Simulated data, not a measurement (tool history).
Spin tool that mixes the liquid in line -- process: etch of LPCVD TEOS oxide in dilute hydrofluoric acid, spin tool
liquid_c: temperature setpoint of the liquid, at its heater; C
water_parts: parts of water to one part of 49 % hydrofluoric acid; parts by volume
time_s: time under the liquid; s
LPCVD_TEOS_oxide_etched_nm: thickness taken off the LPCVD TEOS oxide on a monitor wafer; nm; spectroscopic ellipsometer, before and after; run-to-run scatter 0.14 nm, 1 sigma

run,day,liquid_c,water_parts,time_s,LPCVD_TEOS_oxide_etched_nm
1,0.000,24.0,175,225,25.926
2,0.333,23.0,175,225,24.785
3,0.500,22.5,175,225,24.445
4,0.854,22.5,175,245,26.898
5,1.079,22.5,175,245,26.759
6,1.438,25.5,175,245,29.782
7,1.583,23.5,175,245,27.842
8,1.800,22.0,175,245,26.256
9,1.825,21.0,175,245,25.308
10,1.933,20.5,175,245,24.537
# day 2.233: thermometer replaced
11,2.233,20.5,175,245,26.756
12,2.283,20.0,180,245,25.351
13,2.625,19.5,185,245,23.770
14,2.704,19.5,185,245,23.883

Expected results for the next run?
15,2.742,19.0,185,245,?

LPCVD_TEOS_oxide_etched_nm: 23.621 nm

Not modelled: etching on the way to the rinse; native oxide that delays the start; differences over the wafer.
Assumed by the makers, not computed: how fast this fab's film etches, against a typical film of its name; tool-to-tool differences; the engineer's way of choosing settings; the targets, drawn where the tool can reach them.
